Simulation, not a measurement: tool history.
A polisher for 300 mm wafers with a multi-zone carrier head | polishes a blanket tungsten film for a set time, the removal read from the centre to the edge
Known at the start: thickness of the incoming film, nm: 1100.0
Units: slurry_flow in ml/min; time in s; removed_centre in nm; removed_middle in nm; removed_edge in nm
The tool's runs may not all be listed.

run	hour	slurry_flow	centre_zone	middle_zone	edge_zone	slurry_solids	time	removed_centre	removed_middle	removed_edge
1	0.0	185	1.00	1.00	1.00	1.00	61	223.32	230.37	220.96
2	6.6	185	1.00	0.94	1.00	1.00	61	224.88	224.74	218.60
3	14.9	200	1.00	1.00	1.05	1.15	62	240.27	245.78	238.53
4	19.7	200	0.92	1.00	1.05	1.15	62	219.96	243.70	235.06
5	23.2	200	0.93	1.03	1.09	1.25	64	234.17	267.96	253.15
6	29.6	200	0.93	1.03	1.09	1.25	50	182.82	205.08	196.58
7	35.1	195	0.94	1.03	1.12	1.35	56	211.23	238.47	230.19
# hour 42.0: edge zone pressure recalibrated
8	42.0	180	0.96	1.03	1.13	1.40	60	228.28	249.15	249.30
9	42.5	190	0.97	1.04	1.15	1.45	62	241.91	269.66	266.88
10	46.8	205	0.98	1.04	1.16	1.45	63	255.39	271.90	272.91
11	47.7	210	0.98	1.05	1.17	1.45	64	256.24	279.82	285.56

Run 12 comes next. What will it give?
12	52.5	225	0.99	1.07	1.16	1.45	64	?	?	?

Run 12 gave removed_centre 260.82 nm, removed_middle 284.87 nm, removed_edge 281.62 nm.
